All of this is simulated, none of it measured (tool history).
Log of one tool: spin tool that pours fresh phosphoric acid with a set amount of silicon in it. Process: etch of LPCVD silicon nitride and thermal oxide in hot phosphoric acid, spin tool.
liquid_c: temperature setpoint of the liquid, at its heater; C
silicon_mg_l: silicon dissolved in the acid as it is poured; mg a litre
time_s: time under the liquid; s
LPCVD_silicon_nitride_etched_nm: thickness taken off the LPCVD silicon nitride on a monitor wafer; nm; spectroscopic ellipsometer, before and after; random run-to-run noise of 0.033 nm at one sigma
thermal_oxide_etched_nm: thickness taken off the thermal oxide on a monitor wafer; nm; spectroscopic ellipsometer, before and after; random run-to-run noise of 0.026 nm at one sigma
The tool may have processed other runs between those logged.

| run | hour | liquid_c | silicon_mg_l | time_s | LPCVD_silicon_nitride_etched_nm | thermal_oxide_etched_nm |
|---|---|---|---|---|---|---|
| 1 | 0 | 162 | 19.5 | 50 | 5.2732 | 0.1455 |
| 2 | 8.3 | 162 | 9.5 | 50 | 5.3808 | 0.13688 |
| 3 | 12.5 | 162 | 14.5 | 50 | 5.2861 | 0.093053 |
| 4 | 20 | 162 | 4.5 | 50 | 5.3163 | 0.22573 |
| 5 | 24.6 | 161 | 7 | 45 | 4.6371 | 0.20631 |
| 6 | 33.5 | 159.5 | 7 | 45 | 4.3489 | 0.071955 |
|  | 37.2 | dissolved silicon flow meter replaced |
| 7 | 37.2 | 159.5 | 5 | 45 | 4.4459 | 0.11732 |
| 8 | 41.4 | 159 | 4.5 | 45 | 4.3205 | 0.058667 |
| 9 | 48.2 | 159 | 3.5 | 45 | 4.2766 | 0.12366 |
| 10 | 57 | 158.5 | 3 | 45 | 4.2394 | 0.079362 |
| 11 | 61.9 | 158.5 | 2 | 45 | 4.2099 | 0.14261 |
| 12 | 67 | 158 | 2.5 | 45 | 4.1843 | 0.15647 |
| 13 | 74.8 | 158 | 4.5 | 45 | 4.1957 | 0.14814 |
| 14 | 83.2 | 158.5 | 4 | 45 | 4.2589 | 0.10134 |
| 15 | 91.5 | 158 | 3 | 45 | 4.2008 | 0.13764 |
| 16 | 92 | 158 | 4.5 | 45 | 4.1593 | 0.12547 |
| 17 | 97.5 | 157 | 9.5 | 45 | 4.0248 | 0.074536 |
| 18 | 104.1 | 157 | 8 | 45 | 4.0135 | 0.029776 |
| 19 | 108 | 157 | 5.5 | 45 | 3.9903 | 0.11128 |

Run 20 has not been measured yet. What should we expect?
| 20 | 116.4 | 157 | 6 | 45 | ? | ? |

Run 20 measured LPCVD_silicon_nitride_etched_nm 3.9535 nm, thermal_oxide_etched_nm 0.069113 nm.

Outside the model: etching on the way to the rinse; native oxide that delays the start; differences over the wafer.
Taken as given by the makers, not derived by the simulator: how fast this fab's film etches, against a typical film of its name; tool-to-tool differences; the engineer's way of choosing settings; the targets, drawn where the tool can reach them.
